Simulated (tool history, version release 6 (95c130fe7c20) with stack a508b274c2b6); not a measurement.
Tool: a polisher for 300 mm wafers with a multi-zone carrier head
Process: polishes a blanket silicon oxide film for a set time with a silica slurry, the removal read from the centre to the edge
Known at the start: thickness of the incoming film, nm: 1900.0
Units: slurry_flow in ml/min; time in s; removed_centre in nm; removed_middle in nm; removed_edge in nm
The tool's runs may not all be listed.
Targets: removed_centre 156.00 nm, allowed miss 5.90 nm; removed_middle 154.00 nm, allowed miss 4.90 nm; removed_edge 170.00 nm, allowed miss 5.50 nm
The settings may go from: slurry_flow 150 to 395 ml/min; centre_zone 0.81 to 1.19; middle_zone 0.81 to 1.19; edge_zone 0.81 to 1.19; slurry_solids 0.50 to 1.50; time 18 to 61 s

run,hour,slurry_flow,centre_zone,middle_zone,edge_zone,slurry_solids,time,removed_centre,removed_middle,removed_edge
1,0.0,250,1.00,1.00,1.00,1.00,39,121.73,126.79,128.04
2,5.8,255,1.01,1.00,1.05,1.15,39,128.68,132.88,146.29
3,9.8,305,1.01,1.00,1.05,1.15,39,134.46,137.92,145.61
4,15.1,305,1.01,1.00,1.00,1.15,39,134.66,136.64,143.71
5,20.0,305,1.01,1.00,1.00,1.15,35,118.31,123.47,129.13
6,22.7,305,1.01,1.00,1.00,1.30,35,126.26,130.34,137.27
7,26.0,310,1.04,1.02,1.05,1.35,35,130.72,134.60,140.65
# hour 28.8: centre zone pressure recalibrated
8,28.8,315,1.06,0.97,1.11,1.50,40,169.05,155.76,174.30
9,34.4,305,1.05,0.97,1.10,1.50,40,170.92,155.47,174.45

Which of these 5 next moves meets every target?
A,40.0,300,1.09,0.84,1.07,1.50,43,?,?,?
B,40.0,280,1.10,1.01,1.19,1.45,40,?,?,?
C,40.0,260,0.97,0.98,1.08,1.50,40,?,?,?
D,40.0,330,1.09,0.99,1.10,1.50,39,?,?,?
E,40.0,275,0.91,0.96,1.17,1.50,41,?,?,?

move,removed_centre,removed_middle,removed_edge
A,189.55,152.88,182.53
B,174.50,154.95,175.77
C,154.55,153.28,168.62
D,173.61,153.56,168.69
E,149.43,156.11,180.84
A: further off than the last run
B: further off than the last run
C: meets every target
D: further off than the last run
E: takes the result that was furthest off past its target
Move C is the one to make.
